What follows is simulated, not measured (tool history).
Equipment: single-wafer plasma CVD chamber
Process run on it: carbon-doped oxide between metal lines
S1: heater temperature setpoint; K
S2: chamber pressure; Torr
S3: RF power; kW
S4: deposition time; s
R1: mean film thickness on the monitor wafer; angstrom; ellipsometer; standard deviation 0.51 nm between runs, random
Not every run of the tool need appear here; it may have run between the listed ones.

| run | hour | S1 | S2 | S3 | S4 | R1 |
|---|---|---|---|---|---|---|
| 1 | 0 | 603.15 | 5.88 | 0.515 | 22.5 | 1428.4 |
| 2 | 7.1 | 603.15 | 5.88 | 0.515 | 21.5 | 1355.6 |
| 3 | 10.2 | 603.15 | 4.93 | 0.515 | 21.5 | 1350.2 |
| 4 | 15.8 | 603.15 | 5.29 | 0.515 | 21.5 | 1346.3 |
| 5 | 24.2 | 597.15 | 5.29 | 0.515 | 21.5 | 1390.7 |
| 6 | 28.4 | 599.15 | 5.23 | 0.51 | 21.5 | 1379.6 |
| 7 | 30.6 | 601.15 | 5.2 | 0.505 | 21.5 | 1338.6 |
| 8 | 34.4 | 603.15 | 5.14 | 0.505 | 21.5 | 1336.5 |
| 9 | 41.8 | 612.15 | 4.46 | 0.425 | 21.5 | 1135.3 |
| 10 | 48.8 | 611.15 | 4.49 | 0.425 | 21.5 | 1136.6 |
| 11 | 51.8 | 610.15 | 4.52 | 0.425 | 21.5 | 1147.5 |
| 12 | 54.6 | 609.15 | 4.54 | 0.425 | 21.5 | 1143.4 |
| 13 | 61.1 | 608.15 | 4.56 | 0.425 | 21.5 | 1144.9 |
| 14 | 66.5 | 608.15 | 4.58 | 0.425 | 21.5 | 1149.7 |
| 15 | 68.6 | 608.15 | 4.6 | 0.425 | 21.5 | 1154.2 |

Run 16 is up next; what results do you expect?
| 16 | 76.3 | 608.15 | 4.62 | 0.425 | 21.5 | ? |

Run 16 produced R1 1150.2 angstrom.
